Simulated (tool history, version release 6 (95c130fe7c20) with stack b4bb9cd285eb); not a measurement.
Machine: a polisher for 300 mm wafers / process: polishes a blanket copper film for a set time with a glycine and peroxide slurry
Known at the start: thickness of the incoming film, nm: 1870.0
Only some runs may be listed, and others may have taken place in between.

| run | hour | flow of slurry (ml/min) | pressure of the wafer on the pad (kPa) | speed of the pad under the wafer (cm/s) | polishing time (s) | film removed (angstrom) |
|---|---|---|---|---|---|---|
| 1 | 0.0 | 210 | 23.4 | 108 | 44 | 2513.0 |
| 2 | 7.7 | 210 | 23.4 | 108 | 39 | 2219.4 |
| 3 | 14.4 | 210 | 23.4 | 118 | 39 | 2367.4 |
| 4 | 21.0 | 210 | 26.2 | 118 | 39 | 2635.8 |
| 5 | 27.4 | 210 | 26.2 | 118 | 39 | 2641.4 |
| 6 | 29.6 | 210 | 26.2 | 118 | 39 | 2632.1 |
| 7 | 32.6 | 220 | 27.6 | 118 | 39 | 2773.7 |

Run 8 has not been measured yet. What should we expect?
| 8 | 35.8 | 225 | 29.0 | 118 | 39 | ? |

film removed (angstrom): 2872.6
